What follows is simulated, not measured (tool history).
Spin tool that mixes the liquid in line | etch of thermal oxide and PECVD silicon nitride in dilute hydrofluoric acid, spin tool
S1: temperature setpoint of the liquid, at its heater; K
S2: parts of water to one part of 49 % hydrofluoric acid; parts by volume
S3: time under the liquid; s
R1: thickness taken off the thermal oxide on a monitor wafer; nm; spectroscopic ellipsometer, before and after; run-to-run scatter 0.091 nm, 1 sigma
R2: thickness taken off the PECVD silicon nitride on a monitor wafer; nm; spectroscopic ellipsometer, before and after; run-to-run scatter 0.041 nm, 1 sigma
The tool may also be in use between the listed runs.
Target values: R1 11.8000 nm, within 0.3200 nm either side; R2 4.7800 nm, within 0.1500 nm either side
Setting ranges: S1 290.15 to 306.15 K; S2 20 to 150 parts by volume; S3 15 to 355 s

run	day	S1	S2	S3	R1	R2
1	0.000	298.15	85	180	9.8255	4.4488
2	0.350	298.15	85	140	7.7551	3.5129
3	0.467	298.15	80	135	7.9839	3.5194
4	0.629	298.15	80	195	11.6480	5.0900
5	0.742	300.15	80	195	12.4450	5.8045
6	1.088	300.15	95	195	10.3190	4.8943
7	1.279	299.15	90	195	10.5640	4.8139
8	1.650	298.65	85	195	11.1440	4.8942
9	1.925	298.15	85	195	10.9760	4.8113
10	2.267	297.65	85	195	10.7420	4.7310
11	2.338	297.15	80	195	11.2080	4.7739
12	2.608	296.15	75	195	11.5440	4.8697
13	2.754	295.65	75	195	11.2250	4.6225
14	2.862	295.65	70	195	11.9220	4.9669

5 next moves are on the table. One of them brings every result within its allowed miss. Which?
A	2.971	293.15	50	155	?	?
B	2.971	297.15	70	185	?	?
C	2.971	300.15	75	170	?	?
D	2.971	298.65	75	185	?	?
E	2.971	294.15	90	265	?	?

move	R1	R2
A	12.4580	4.5361
B	12.2300	5.1172
C	11.7460	5.3535
D	12.0450	5.2809
E	11.7670	4.6806
A: carries the result that was furthest off beyond its target, to the other side
B: its largest miss is bigger than the last run's
C: its largest miss is bigger than the last run's
D: its largest miss is bigger than the last run's
E: meets every target
The right move is E.
